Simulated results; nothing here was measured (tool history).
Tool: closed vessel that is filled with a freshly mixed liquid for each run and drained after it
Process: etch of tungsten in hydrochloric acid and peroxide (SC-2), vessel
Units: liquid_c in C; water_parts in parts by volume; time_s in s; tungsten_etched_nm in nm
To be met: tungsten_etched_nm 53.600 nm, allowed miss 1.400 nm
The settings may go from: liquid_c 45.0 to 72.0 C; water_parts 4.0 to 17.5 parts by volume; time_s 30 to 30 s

Run 1, hour 0.0: liquid_c 61.0 C, water_parts 9.5 parts by volume, time_s 30 s. Result: tungsten_etched_nm 22.929 nm.
Run 2, hour 4.6: liquid_c 56.5 C, water_parts 9.5 parts by volume, time_s 30 s. Result: tungsten_etched_nm 17.266 nm.
Run 3, hour 5.2: liquid_c 59.5 C, water_parts 9.0 parts by volume, time_s 30 s. Result: tungsten_etched_nm 21.582 nm.
Run 4, hour 8.2: liquid_c 62.0 C, water_parts 8.5 parts by volume, time_s 30 s. Result: tungsten_etched_nm 26.793 nm.
Run 5, hour 15.0: liquid_c 57.0 C, water_parts 8.5 parts by volume, time_s 30 s. Result: tungsten_etched_nm 19.344 nm.
Run 6, hour 18.2: liquid_c 59.5 C, water_parts 8.5 parts by volume, time_s 30 s. Result: tungsten_etched_nm 22.786 nm.
Run 7, hour 25.2: liquid_c 62.0 C, water_parts 8.5 parts by volume, time_s 30 s. Result: tungsten_etched_nm 26.799 nm.
Run 8, hour 33.9: liquid_c 70.0 C, water_parts 7.5 parts by volume, time_s 30 s. Result: tungsten_etched_nm 47.474 nm.
Run 9, hour 35.8: liquid_c 70.5 C, water_parts 7.5 parts by volume, time_s 30 s. Result: tungsten_etched_nm 48.839 nm.

Which of these 5 next moves meets every target?
Run A, hour 37.7: liquid_c 66.0 C, water_parts 6.5 parts by volume, time_s 30 s. Result: tungsten_etched_nm ?.
Run B, hour 37.7: liquid_c 71.0 C, water_parts 7.0 parts by volume, time_s 30 s. Result: tungsten_etched_nm ?.
Run C, hour 37.7: liquid_c 70.0 C, water_parts 8.0 parts by volume, time_s 30 s. Result: tungsten_etched_nm ?.
Run D, hour 37.7: liquid_c 66.0 C, water_parts 6.0 parts by volume, time_s 30 s. Result: tungsten_etched_nm ?.
Run E, hour 37.7: liquid_c 66.5 C, water_parts 6.0 parts by volume, time_s 30 s. Result: tungsten_etched_nm ?.

move  tungsten_etched_nm
   A              42.091
   B              53.567
   C              45.450
   D              44.721
   E              46.094
A: further off than the last run
B: meets every target
C: further off than the last run
D: further off than the last run
E: further off than the last run
The right move is B.
